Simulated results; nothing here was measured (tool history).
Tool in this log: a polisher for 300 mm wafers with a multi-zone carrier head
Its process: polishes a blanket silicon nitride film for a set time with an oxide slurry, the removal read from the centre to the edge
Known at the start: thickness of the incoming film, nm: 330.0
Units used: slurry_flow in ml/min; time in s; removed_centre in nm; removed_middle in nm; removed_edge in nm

{"run": 1, "day": 0.0, "slurry_flow": 195, "centre_zone": 1.0, "middle_zone": 1.0, "edge_zone": 1.0, "slurry_solids": 1.0, "time": 57, "removed_centre": 61.57, "removed_middle": 62.945, "removed_edge": 61.879}
{"run": 2, "day": 0.108, "slurry_flow": 195, "centre_zone": 1.06, "middle_zone": 1.0, "edge_zone": 1.0, "slurry_solids": 1.0, "time": 57, "removed_centre": 65.091, "removed_middle": 62.272, "removed_edge": 62.636}
{"run": 3, "day": 0.383, "slurry_flow": 190, "centre_zone": 1.04, "middle_zone": 0.98, "edge_zone": 0.97, "slurry_solids": 0.9, "time": 57, "removed_centre": 58.951, "removed_middle": 57.122, "removed_edge": 56.528}
{"run": 4, "day": 0.429, "slurry_flow": 170, "centre_zone": 1.04, "middle_zone": 0.98, "edge_zone": 0.97, "slurry_solids": 0.9, "time": 57, "removed_centre": 58.033, "removed_middle": 54.541, "removed_edge": 55.373}
{"run": 5, "day": 0.571, "slurry_flow": 170, "centre_zone": 1.04, "middle_zone": 0.98, "edge_zone": 0.97, "slurry_solids": 0.9, "time": 69, "removed_centre": 69.905, "removed_middle": 67.151, "removed_edge": 66.757}
{"run": 6, "day": 0.646, "slurry_flow": 170, "centre_zone": 1.08, "middle_zone": 0.98, "edge_zone": 0.97, "slurry_solids": 0.9, "time": 69, "removed_centre": 72.585, "removed_middle": 66.722, "removed_edge": 68.018}
{"run": 7, "day": 0.908, "slurry_flow": 160, "centre_zone": 1.04, "middle_zone": 0.96, "edge_zone": 0.94, "slurry_solids": 0.85, "time": 69, "removed_centre": 66.128, "removed_middle": 61.921, "removed_edge": 63.425}
{"run": 8, "day": 0.962, "slurry_flow": 160, "centre_zone": 1.02, "middle_zone": 0.96, "edge_zone": 0.92, "slurry_solids": 0.8, "time": 68, "removed_centre": 60.02, "removed_middle": 58.706, "removed_edge": 57.961}
{"run": 9, "day": 1.104, "slurry_flow": 160, "centre_zone": 1.02, "middle_zone": 0.96, "edge_zone": 0.92, "slurry_solids": 0.8, "time": 68, "removed_centre": 60.074, "removed_middle": 58.226, "removed_edge": 57.84}
{"run": 10, "day": 1.396, "slurry_flow": 155, "centre_zone": 1.01, "middle_zone": 0.95, "edge_zone": 0.9, "slurry_solids": 0.75, "time": 68, "removed_centre": 55.353, "removed_middle": 54.088, "removed_edge": 53.597}
{"run": 11, "day": 1.704, "slurry_flow": 155, "centre_zone": 1.0, "middle_zone": 0.94, "edge_zone": 0.88, "slurry_solids": 0.75, "time": 68, "removed_centre": 54.948, "removed_middle": 53.099, "removed_edge": 52.529}
{"run": 12, "day": 1.95, "slurry_flow": 155, "centre_zone": 0.98, "middle_zone": 0.93, "edge_zone": 0.87, "slurry_solids": 0.75, "time": 68, "removed_centre": 54.921, "removed_middle": 52.3, "removed_edge": 52.648}
{"run": 13, "day": 2.088, "slurry_flow": 150, "centre_zone": 0.97, "middle_zone": 0.93, "edge_zone": 0.86, "slurry_solids": 0.7, "time": 68, "removed_centre": 49.098, "removed_middle": 48.115, "removed_edge": 48.09}
{"run": 14, "day": 2.167, "slurry_flow": 145, "centre_zone": 0.96, "middle_zone": 0.93, "edge_zone": 0.85, "slurry_solids": 0.7, "time": 68, "removed_centre": 47.961, "removed_middle": 48.0, "removed_edge": 47.306}
{"run": 15, "day": 2.458, "slurry_flow": 140, "centre_zone": 0.96, "middle_zone": 0.93, "edge_zone": 0.84, "slurry_solids": 0.7, "time": 68, "removed_centre": 47.637, "removed_middle": 47.692, "removed_edge": 47.641}
{"run": 16, "day": 2.654, "slurry_flow": 145, "centre_zone": 0.95, "middle_zone": 0.93, "edge_zone": 0.83, "slurry_solids": 0.7, "time": 68, "removed_centre": 48.238, "removed_middle": 48.24, "removed_edge": 47.282}
{"run": 17, "day": 2.817, "slurry_flow": 140, "centre_zone": 0.92, "middle_zone": 0.93, "edge_zone": 0.81, "slurry_solids": 0.55, "time": 68, "removed_centre": 33.058, "removed_middle": 34.047, "removed_edge": 32.902}

Estimate the outcome of run 18 from the log above:
{"run": 18, "day": 2.854, "slurry_flow": 135, "centre_zone": 0.94, "middle_zone": 0.95, "edge_zone": 0.84, "slurry_solids": 0.55, "time": 68, "removed_centre": "?", "removed_middle": "?", "removed_edge": "?"}

removed_centre: 32.538 nm
removed_middle: 34.071 nm
removed_edge: 33.167 nm
